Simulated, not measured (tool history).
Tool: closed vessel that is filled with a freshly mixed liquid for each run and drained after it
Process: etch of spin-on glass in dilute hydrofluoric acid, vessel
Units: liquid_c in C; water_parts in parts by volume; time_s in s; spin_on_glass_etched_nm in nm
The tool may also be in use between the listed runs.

run,hour,liquid_c,water_parts,time_s,spin_on_glass_etched_nm
1,0,23,240,30,3.8225
2,6.1,21.5,240,30,3.5977
3,10,21.5,190,30,4.8331
4,17.9,23,185,30,5.1599
5,21.7,21.5,185,30,4.9571
6,25.4,23,180,30,5.3764
7,27.7,27,155,30,7.5204
8,35,27.5,155,30,7.6218

Run 9 comes next. What will it give?
9,43.6,27.5,155,30,?

Run 9 gave spin_on_glass_etched_nm 7.659 nm.
